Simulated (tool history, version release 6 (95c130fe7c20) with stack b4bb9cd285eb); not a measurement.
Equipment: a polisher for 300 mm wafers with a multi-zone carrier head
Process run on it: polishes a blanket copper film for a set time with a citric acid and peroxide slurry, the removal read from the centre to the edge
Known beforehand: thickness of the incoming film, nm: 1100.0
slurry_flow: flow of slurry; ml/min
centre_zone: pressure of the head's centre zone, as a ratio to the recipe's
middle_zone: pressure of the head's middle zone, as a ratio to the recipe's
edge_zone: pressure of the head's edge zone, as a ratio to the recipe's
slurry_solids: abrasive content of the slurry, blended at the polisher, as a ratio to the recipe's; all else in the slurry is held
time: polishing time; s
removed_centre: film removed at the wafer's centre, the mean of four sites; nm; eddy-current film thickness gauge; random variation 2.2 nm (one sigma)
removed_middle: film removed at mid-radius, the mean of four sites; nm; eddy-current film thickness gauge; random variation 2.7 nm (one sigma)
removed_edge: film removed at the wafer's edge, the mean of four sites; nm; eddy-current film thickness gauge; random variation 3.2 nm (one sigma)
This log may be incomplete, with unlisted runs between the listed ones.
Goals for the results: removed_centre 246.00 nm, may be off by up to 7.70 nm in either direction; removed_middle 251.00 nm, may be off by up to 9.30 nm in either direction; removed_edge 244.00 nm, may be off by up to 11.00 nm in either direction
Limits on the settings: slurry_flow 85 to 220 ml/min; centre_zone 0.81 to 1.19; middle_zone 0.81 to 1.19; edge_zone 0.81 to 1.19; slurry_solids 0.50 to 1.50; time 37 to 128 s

run 1 hour=0.0 | slurry_flow=140 centre_zone=1.00 middle_zone=1.00 edge_zone=1.00 slurry_solids=1.00 time=82 | removed_centre=174.91 removed_middle=173.22 removed_edge=173.75
run 2 hour=0.8 | slurry_flow=140 centre_zone=1.00 middle_zone=1.07 edge_zone=1.00 slurry_solids=1.00 time=82 | removed_centre=175.10 removed_middle=184.35 removed_edge=174.54
run 3 hour=7.3 | slurry_flow=140 centre_zone=1.00 middle_zone=1.10 edge_zone=1.00 slurry_solids=1.00 time=82 | removed_centre=173.45 removed_middle=188.99 removed_edge=172.17
run 4 hour=8.4 | slurry_flow=145 centre_zone=1.01 middle_zone=1.10 edge_zone=1.02 slurry_solids=1.10 time=84 | removed_centre=188.34 removed_middle=199.72 removed_edge=183.15
run 5 hour=17.0 | slurry_flow=145 centre_zone=1.01 middle_zone=1.10 edge_zone=1.02 slurry_solids=1.10 time=104 | removed_centre=232.80 removed_middle=250.42 removed_edge=229.14
run 6 hour=25.1 | slurry_flow=145 centre_zone=1.01 middle_zone=1.09 edge_zone=1.03 slurry_solids=1.10 time=104 | removed_centre=233.03 removed_middle=250.34 removed_edge=230.16
run 7 hour=28.2 | slurry_flow=145 centre_zone=1.01 middle_zone=1.08 edge_zone=1.04 slurry_solids=1.10 time=104 | removed_centre=233.34 removed_middle=244.75 removed_edge=234.79
run 8 hour=30.5 | slurry_flow=150 centre_zone=1.01 middle_zone=1.08 edge_zone=1.04 slurry_solids=1.10 time=104 | removed_centre=232.67 removed_middle=245.90 removed_edge=231.28

5 next moves are on the table. One of them brings every result within its allowed miss. Which?
run A hour=32.8 | slurry_flow=130 centre_zone=1.02 middle_zone=1.08 edge_zone=1.05 slurry_solids=1.10 time=102 | removed_centre=? removed_middle=? removed_edge=?
run B hour=32.8 | slurry_flow=115 centre_zone=0.98 middle_zone=0.98 edge_zone=1.06 slurry_solids=1.15 time=110 | removed_centre=? removed_middle=? removed_edge=?
run C hour=32.8 | slurry_flow=180 centre_zone=1.12 middle_zone=1.19 edge_zone=1.05 slurry_solids=1.50 time=85 | removed_centre=? removed_middle=? removed_edge=?
run D hour=32.8 | slurry_flow=150 centre_zone=1.07 middle_zone=1.15 edge_zone=0.99 slurry_solids=1.15 time=98 | removed_centre=? removed_middle=? removed_edge=?
run E hour=32.8 | slurry_flow=110 centre_zone=1.05 middle_zone=1.08 edge_zone=1.05 slurry_solids=0.95 time=121 | removed_centre=? removed_middle=? removed_edge=?

move=A removed_centre=221.85 removed_middle=233.04 removed_edge=225.79
move=B removed_centre=224.49 removed_middle=227.29 removed_edge=242.89
move=C removed_centre=240.50 removed_middle=247.52 removed_edge=216.35
move=D removed_centre=235.28 removed_middle=247.35 removed_edge=218.46
move=E removed_centre=245.68 removed_middle=252.18 removed_edge=247.76
A: the biggest miss grows against the last run
B: the biggest miss grows against the last run
C: corrects the largest miss of the last run, while another result sits out of spec
D: the biggest miss grows against the last run
E: all results land within tolerance of their targets
E is the move that brings every result within its allowed miss.

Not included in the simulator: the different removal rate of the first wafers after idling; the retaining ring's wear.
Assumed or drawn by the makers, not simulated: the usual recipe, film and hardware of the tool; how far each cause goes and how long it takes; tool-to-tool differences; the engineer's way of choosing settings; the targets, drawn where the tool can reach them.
